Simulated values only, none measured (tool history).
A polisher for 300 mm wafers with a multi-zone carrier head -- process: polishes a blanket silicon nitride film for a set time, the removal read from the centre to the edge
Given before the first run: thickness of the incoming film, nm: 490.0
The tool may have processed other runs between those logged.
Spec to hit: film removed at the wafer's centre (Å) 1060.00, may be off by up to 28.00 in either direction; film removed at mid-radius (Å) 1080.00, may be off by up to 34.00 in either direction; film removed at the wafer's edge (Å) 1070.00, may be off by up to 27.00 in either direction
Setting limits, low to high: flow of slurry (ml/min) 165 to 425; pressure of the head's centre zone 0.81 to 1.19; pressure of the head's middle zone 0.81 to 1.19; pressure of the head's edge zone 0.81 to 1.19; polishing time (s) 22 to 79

run	hour	flow of slurry (ml/min)	pressure of the head's centre zone	pressure of the head's middle zone	pressure of the head's edge zone	polishing time (s)	film removed at the wafer's centre (Å)	film removed at mid-radius (Å)	film removed at the wafer's edge (Å)
1	0.0	275	1.00	1.00	1.00	50	772.53	773.30	769.44
2	4.8	285	1.02	1.03	1.05	54	860.58	833.11	857.97
3	9.8	295	1.02	1.07	1.07	57	919.99	927.16	903.07
4	15.9	295	1.02	1.07	1.07	52	832.61	837.31	828.34
5	17.6	350	1.02	1.07	1.07	52	848.78	859.68	840.14
6	21.7	350	1.10	1.07	1.07	52	910.32	853.86	841.37
7	23.8	355	1.08	1.09	1.10	55	947.43	914.42	901.88
8	24.5	360	1.07	1.10	1.13	57	971.67	958.98	935.31
9	30.0	365	1.06	1.10	1.15	59	995.15	993.68	986.08
10	33.5	370	1.06	1.11	1.16	60	1014.50	1029.30	1011.50
11	38.8	370	1.06	1.11	1.16	60	1012.30	1046.70	1021.70
12	46.4	375	1.07	1.11	1.17	60	1036.90	1042.90	1025.10
13	51.5	380	1.07	1.11	1.18	61	1037.70	1052.50	1045.20
14	59.4	385	1.07	1.11	1.18	61	1056.30	1042.40	1035.30

4 next moves are on the table. One of them brings every result within its allowed miss. Which?
A	67.3	345	1.10	1.19	1.12	60	?	?	?
B	67.3	425	1.08	1.12	1.16	59	?	?	?
C	67.3	350	1.07	1.06	1.19	62	?	?	?
D	67.3	370	1.05	1.11	1.17	63	?	?	?

move	film removed at the wafer's centre (Å)	film removed at mid-radius (Å)	film removed at the wafer's edge (Å)
A	1050.20	1085.70	1000.40
B	1029.60	1028.20	1013.90
C	1055.70	1017.00	1069.40
D	1057.50	1079.40	1079.70
A: the biggest miss grows against the last run
B: the biggest miss grows against the last run
C: corrects the largest miss of the last run, while another result sits out of spec
D: in spec on every target
The move that meets every target is D.

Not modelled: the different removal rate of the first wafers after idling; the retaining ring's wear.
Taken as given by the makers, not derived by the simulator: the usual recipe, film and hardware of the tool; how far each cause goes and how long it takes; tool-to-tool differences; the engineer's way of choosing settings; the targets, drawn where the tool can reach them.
